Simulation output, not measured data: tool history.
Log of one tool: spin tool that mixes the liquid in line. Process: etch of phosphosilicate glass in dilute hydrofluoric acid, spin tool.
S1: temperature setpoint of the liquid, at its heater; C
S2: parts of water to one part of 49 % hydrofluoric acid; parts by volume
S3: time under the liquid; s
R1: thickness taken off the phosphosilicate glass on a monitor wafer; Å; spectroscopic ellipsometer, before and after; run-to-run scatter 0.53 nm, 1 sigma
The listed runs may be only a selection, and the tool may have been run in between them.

run	hour	S1	S2	S3	R1
1	0	25	85	45	483.7
2	7.7	25	85	45	481.21
3	11.3	28.5	85	45	555.89
4	14.5	28.5	110	45	409.34
5	21.5	28.5	110	45	409.56
6	29.2	29.5	95	45	505.87
7	31	30.5	85	45	600.29

What will run 8 give?
8	33.9	33	55	45	?

{"run 8": {"R1": 1053.8}}

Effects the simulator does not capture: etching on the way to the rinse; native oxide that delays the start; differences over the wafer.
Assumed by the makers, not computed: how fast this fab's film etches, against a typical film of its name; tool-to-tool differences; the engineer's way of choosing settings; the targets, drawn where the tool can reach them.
